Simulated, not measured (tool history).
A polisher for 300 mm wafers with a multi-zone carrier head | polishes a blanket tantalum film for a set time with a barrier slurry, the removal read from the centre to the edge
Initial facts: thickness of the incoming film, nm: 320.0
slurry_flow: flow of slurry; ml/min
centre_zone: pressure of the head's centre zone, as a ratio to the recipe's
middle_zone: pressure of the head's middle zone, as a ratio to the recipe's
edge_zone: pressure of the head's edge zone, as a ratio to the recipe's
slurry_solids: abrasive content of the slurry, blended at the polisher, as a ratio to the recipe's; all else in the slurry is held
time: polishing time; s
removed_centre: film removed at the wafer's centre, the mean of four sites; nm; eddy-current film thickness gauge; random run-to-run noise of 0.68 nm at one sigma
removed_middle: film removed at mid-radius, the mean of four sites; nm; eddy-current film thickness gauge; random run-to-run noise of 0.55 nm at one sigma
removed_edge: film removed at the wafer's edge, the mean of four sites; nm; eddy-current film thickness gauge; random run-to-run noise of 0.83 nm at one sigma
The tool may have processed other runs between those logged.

run  hour  slurry_flow  centre_zone  middle_zone  edge_zone  slurry_solids  time  removed_centre  removed_middle  removed_edge
  1   0.0          280         1.00         1.00       1.00           1.00    70         114.950         112.060       112.300
  2   2.2          350         1.00         1.00       1.00           1.00    70         116.930         115.140       110.950
  3   6.3          350         1.00         1.00       1.00           1.15    70         122.220         121.070       117.200
  4  12.7          350         1.00         1.00       1.00           0.95    70         114.960         112.940       112.010
  5  16.0          390         1.00         1.00       1.00           0.95    70         117.850         112.900       111.840
  6  17.4          390         1.00         1.06       1.00           0.95    70         116.240         119.170       111.060
  7  23.7          375         0.95         1.03       0.98           0.85    68         102.150         108.820       101.550
  8  26.6          355         0.91         0.99       0.98           0.75    67          92.697          98.235        95.505
  9  29.0          335         0.88         0.97       0.99           0.70    67          86.136          91.870        91.355
 10  31.7          315         0.86         0.96       1.00           0.65    67          80.103          88.609        88.414
 11  38.3          295         0.85         0.94       1.00           0.65    67          78.725          84.935        89.891

For run 12, what comes out?
 12  44.2          280         0.84         0.94       0.98           0.65    67               ?               ?             ?

removed_centre: 77.556 nm
removed_middle: 83.535 nm
removed_edge: 86.584 nm

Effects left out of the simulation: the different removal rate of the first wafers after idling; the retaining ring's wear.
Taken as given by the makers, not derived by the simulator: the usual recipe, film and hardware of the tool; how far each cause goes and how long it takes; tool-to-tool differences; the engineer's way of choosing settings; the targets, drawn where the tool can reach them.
